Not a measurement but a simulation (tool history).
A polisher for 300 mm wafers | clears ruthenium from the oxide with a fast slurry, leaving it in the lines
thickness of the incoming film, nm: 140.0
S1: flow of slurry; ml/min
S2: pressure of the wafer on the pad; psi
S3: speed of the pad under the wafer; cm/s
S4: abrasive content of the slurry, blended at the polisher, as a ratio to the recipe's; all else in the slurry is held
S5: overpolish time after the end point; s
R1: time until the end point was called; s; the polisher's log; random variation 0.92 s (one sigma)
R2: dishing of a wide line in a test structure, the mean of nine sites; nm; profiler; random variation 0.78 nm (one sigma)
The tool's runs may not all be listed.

run	hour	S1	S2	S3	S4	S5	R1	R2
1	0	185	3.1	104	1	18	36.534	58.443
2	7.3	185	2.9	104	1	18	38.502	55.989
3	12.2	210	2.9	104	1	18	37.803	55.957
4	13.8	210	2.7	104	1	19	39.913	57.95
5	17.8	210	2.5	104	1	19	43.115	57.161
6	22.1	250	2.5	104	1	19	39.764	55.87
7	28.7	245	2.4	104	1	19	42.089	54.328
8	34.5	240	2.3	104	1	19	43.123	53.675
9	35.3	235	2.2	104	1	19	43.157	51.256
10	40.2	235	1.4	96	1	24	65.455	45.731
11	42.5	240	1.4	96	1	24	63.419	48.013
12	50.2	245	1.4	96	1	24	63.803	48.426

Run 13 comes next. What will it give?
13	56.6	250	1.4	96	1	24	?	?

Run 13 gave R1 62.275 s, R2 46.62 nm.
